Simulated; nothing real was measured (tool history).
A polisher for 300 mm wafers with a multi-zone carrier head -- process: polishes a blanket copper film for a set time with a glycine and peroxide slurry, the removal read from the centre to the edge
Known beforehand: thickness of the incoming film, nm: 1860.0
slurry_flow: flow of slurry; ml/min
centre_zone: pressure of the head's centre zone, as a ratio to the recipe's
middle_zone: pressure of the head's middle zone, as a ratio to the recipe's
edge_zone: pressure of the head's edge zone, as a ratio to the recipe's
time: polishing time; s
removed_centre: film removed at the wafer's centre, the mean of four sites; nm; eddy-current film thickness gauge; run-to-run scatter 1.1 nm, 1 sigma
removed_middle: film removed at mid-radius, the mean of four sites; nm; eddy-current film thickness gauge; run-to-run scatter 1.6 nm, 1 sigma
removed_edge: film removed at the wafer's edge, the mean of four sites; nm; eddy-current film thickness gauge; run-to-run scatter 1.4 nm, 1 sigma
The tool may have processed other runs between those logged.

run 1 day=0 | slurry_flow=300 centre_zone=1 middle_zone=1 edge_zone=1 time=38 | removed_centre=181.35 removed_middle=174.03 removed_edge=170.16
run 2 day=0.108 | slurry_flow=300 centre_zone=1 middle_zone=1.03 edge_zone=1 time=38 | removed_centre=180.8 removed_middle=178.47 removed_edge=173.52
run 3 day=0.196 | slurry_flow=300 centre_zone=1 middle_zone=1.03 edge_zone=1 time=46 | removed_centre=217.47 removed_middle=214.84 removed_edge=209.96
run 4 day=0.462 | slurry_flow=295 centre_zone=0.97 middle_zone=1.03 edge_zone=0.99 time=43 | removed_centre=197.01 removed_middle=202.49 removed_edge=191.92
run 5 day=0.525 | slurry_flow=295 centre_zone=0.97 middle_zone=1.11 edge_zone=0.99 time=43 | removed_centre=196.83 removed_middle=217.34 removed_edge=197.04
run 6 day=0.729 | slurry_flow=295 centre_zone=0.93 middle_zone=1.11 edge_zone=0.99 time=43 | removed_centre=188.52 removed_middle=218.53 removed_edge=190.68
run 7 day=0.758 | slurry_flow=285 centre_zone=0.91 middle_zone=1.1 edge_zone=1.01 time=40 | removed_centre=173.45 removed_middle=197.95 removed_edge=176.13
run 8 day=0.804 | slurry_flow=285 centre_zone=0.89 middle_zone=1.11 edge_zone=1.04 time=37 | removed_centre=155.68 removed_middle=186.91 removed_edge=168.88
run 9 day=1.125 | slurry_flow=285 centre_zone=0.88 middle_zone=1.1 edge_zone=1.04 time=35 | removed_centre=143.38 removed_middle=175.6 removed_edge=157.54
run 10 day=1.267 | slurry_flow=285 centre_zone=0.87 middle_zone=1.09 edge_zone=1.04 time=34 | removed_centre=139.06 removed_middle=167.01 removed_edge=155.92
run 11 day=1.546 | slurry_flow=280 centre_zone=0.86 middle_zone=1.09 edge_zone=1.02 time=33 | removed_centre=134.01 removed_middle=157.2 removed_edge=149.17
run 12 day=1.579 | slurry_flow=280 centre_zone=0.86 middle_zone=1.1 edge_zone=1.01 time=32 | removed_centre=129.69 removed_middle=155.47 removed_edge=144.04
run 13 day=1.675 | slurry_flow=280 centre_zone=0.85 middle_zone=1.1 edge_zone=1 time=31 | removed_centre=123.08 removed_middle=155.3 removed_edge=138.7
-- day=1.704 centre zone pressure recalibrated
run 14 day=1.704 | slurry_flow=275 centre_zone=0.85 middle_zone=1.09 edge_zone=0.98 time=31 | removed_centre=115.91 removed_middle=155.28 removed_edge=135.27
run 15 day=1.904 | slurry_flow=280 centre_zone=0.86 middle_zone=1.07 edge_zone=0.97 time=30 | removed_centre=113.9 removed_middle=143.38 removed_edge=130.96
run 16 day=2.004 | slurry_flow=280 centre_zone=0.87 middle_zone=1.06 edge_zone=0.95 time=30 | removed_centre=114.98 removed_middle=141.69 removed_edge=133.52
run 17 day=2.225 | slurry_flow=280 centre_zone=0.88 middle_zone=1.06 edge_zone=0.93 time=29 | removed_centre=110.57 removed_middle=135.14 removed_edge=125.09
run 18 day=2.25 | slurry_flow=280 centre_zone=0.88 middle_zone=1.06 edge_zone=0.92 time=29 | removed_centre=111.98 removed_middle=139.08 removed_edge=126.73
run 19 day=2.325 | slurry_flow=280 centre_zone=0.88 middle_zone=1.05 edge_zone=0.91 time=29 | removed_centre=112.38 removed_middle=137.47 removed_edge=125.06

Run 20, settings as shown, results not yet in. Your forecast:
run 20 day=2.433 | slurry_flow=280 centre_zone=0.88 middle_zone=1.04 edge_zone=0.9 time=29 | removed_centre=? removed_middle=? removed_edge=?

removed_centre: 112.23 nm
removed_middle: 136.13 nm
removed_edge: 125.55 nm
